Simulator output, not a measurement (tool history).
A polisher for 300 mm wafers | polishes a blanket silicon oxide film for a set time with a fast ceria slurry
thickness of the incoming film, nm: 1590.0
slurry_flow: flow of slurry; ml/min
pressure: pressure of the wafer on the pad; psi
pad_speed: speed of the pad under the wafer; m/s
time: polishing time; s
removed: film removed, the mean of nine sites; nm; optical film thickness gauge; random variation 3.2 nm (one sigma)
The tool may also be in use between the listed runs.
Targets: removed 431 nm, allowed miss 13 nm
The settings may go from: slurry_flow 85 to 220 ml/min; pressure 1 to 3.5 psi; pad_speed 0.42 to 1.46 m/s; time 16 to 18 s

run,day,slurry_flow,pressure,pad_speed,time,removed
1,0,140,2.2,0.94,18,218.24
2,0.304,140,2.2,1.06,18,245.11
3,0.571,140,2.2,1.06,16,216.02
4,0.725,150,2.6,1.08,16,263.77
5,0.775,150,2.9,1.14,16,305.48
6,0.838,150,2.9,1.02,16,275.61
7,1.021,155,3.1,1.1,16,316.45
8,1.358,160,3.2,1.16,16,350.81
9,1.55,165,3.3,1.2,16,379.13
10,1.617,170,3.4,1.22,16,398.71
11,1.646,170,3.4,1.24,16,401.13
12,1.75,170,3.4,1.26,16,408.33

4 next moves are on the table. One of them brings every result within its allowed miss. Which?
A,1.854,180,3.5,1.2,18,?
B,1.854,165,3.3,1.42,17,?
C,1.854,195,3.1,1.42,16,?
D,1.854,175,3.5,1.2,18,?

move,removed
A,452.93
B,469.44
C,426.44
D,450.94
A: takes the result that was furthest off past its target
B: takes the result that was furthest off past its target
C: meets every target
D: takes the result that was furthest off past its target
Move C is the one to make.

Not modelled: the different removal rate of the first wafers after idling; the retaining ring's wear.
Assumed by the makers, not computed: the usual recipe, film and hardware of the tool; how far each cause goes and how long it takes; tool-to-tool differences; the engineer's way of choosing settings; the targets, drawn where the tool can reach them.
